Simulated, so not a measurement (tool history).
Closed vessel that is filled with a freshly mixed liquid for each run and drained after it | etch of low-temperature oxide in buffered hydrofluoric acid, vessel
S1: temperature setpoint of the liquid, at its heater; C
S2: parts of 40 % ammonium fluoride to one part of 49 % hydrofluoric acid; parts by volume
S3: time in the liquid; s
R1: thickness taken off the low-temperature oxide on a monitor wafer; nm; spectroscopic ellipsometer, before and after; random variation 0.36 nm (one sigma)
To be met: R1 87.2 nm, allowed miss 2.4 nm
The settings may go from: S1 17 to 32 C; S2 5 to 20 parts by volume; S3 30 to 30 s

Run 1, hour 0: S1 25 C, S2 12 parts by volume, S3 30 s. Result: R1 63.349 nm.
Run 2, hour 8.5: S1 25 C, S2 14 parts by volume, S3 30 s. Result: R1 54.775 nm.
Run 3, hour 12.3: S1 26.5 C, S2 13.5 parts by volume, S3 30 s. Result: R1 61.555 nm.
Run 4, hour 19.3: S1 27.5 C, S2 13.5 parts by volume, S3 30 s. Result: R1 64.626 nm.
Run 5, hour 26.9: S1 27.5 C, S2 11 parts by volume, S3 30 s. Result: R1 78.779 nm.
Run 6, hour 33.3: S1 27.5 C, S2 7.5 parts by volume, S3 30 s. Result: R1 112.97 nm.
Run 7, hour 37.6: S1 26.5 C, S2 7.5 parts by volume, S3 30 s. Result: R1 106.9 nm.
Run 8, hour 46.7: S1 26 C, S2 7.5 parts by volume, S3 30 s. Result: R1 105.07 nm.
Run 9, hour 51.1: S1 25.5 C, S2 7.5 parts by volume, S3 30 s. Result: R1 101.29 nm.
Run 10, hour 58.5: S1 25 C, S2 7.5 parts by volume, S3 30 s. Result: R1 98.336 nm.
Run 11, hour 64.7: S1 24.5 C, S2 7.5 parts by volume, S3 30 s. Result: R1 96.732 nm.

Which of these 5 next moves meets every target?
Run A, hour 70.9: S1 20 C, S2 6.5 parts by volume, S3 30 s. Result: R1 ?.
Run B, hour 70.9: S1 23 C, S2 7 parts by volume, S3 30 s. Result: R1 ?.
Run C, hour 70.9: S1 24 C, S2 7.5 parts by volume, S3 30 s. Result: R1 ?.
Run D, hour 70.9: S1 26 C, S2 8.5 parts by volume, S3 30 s. Result: R1 ?.
Run E, hour 70.9: S1 23.5 C, S2 7.5 parts by volume, S3 30 s. Result: R1 ?.

move      R1
   A   86.41
   B   95.66
   C  93.783
   D  91.264
   E   91.26
A: meets every target
B: nearer than the last run, and not there yet
C: nearer than the last run, and not there yet
D: nearer than the last run, and not there yet
E: nearer than the last run, and not there yet
The right move is A.

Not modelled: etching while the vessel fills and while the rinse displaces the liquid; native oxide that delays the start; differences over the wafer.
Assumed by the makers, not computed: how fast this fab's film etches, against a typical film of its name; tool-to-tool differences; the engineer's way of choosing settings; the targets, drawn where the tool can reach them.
